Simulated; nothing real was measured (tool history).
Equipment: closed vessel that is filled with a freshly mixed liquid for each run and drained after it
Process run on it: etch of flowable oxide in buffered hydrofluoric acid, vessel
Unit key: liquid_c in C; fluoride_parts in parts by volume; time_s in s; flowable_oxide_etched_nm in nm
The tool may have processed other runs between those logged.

run,day,liquid_c,fluoride_parts,time_s,flowable_oxide_etched_nm
1,0,23,8.5,85,402.12
2,0.125,25,8,85,470.79
3,0.225,25,8,85,475.95
4,0.442,26.5,7.5,85,550.55
5,0.496,27.5,7.5,85,583.73
6,0.571,28.5,7.5,85,609.9
7,0.925,28.5,7.5,85,609.54
8,1.121,29,7,85,678.41
9,1.392,29.5,7,85,700.64
10,1.608,30,7,85,722.37

Run 11, settings as shown, results not yet in. Your forecast:
11,1.904,30.5,7,85,?

flowable_oxide_etched_nm: 728.73 nm

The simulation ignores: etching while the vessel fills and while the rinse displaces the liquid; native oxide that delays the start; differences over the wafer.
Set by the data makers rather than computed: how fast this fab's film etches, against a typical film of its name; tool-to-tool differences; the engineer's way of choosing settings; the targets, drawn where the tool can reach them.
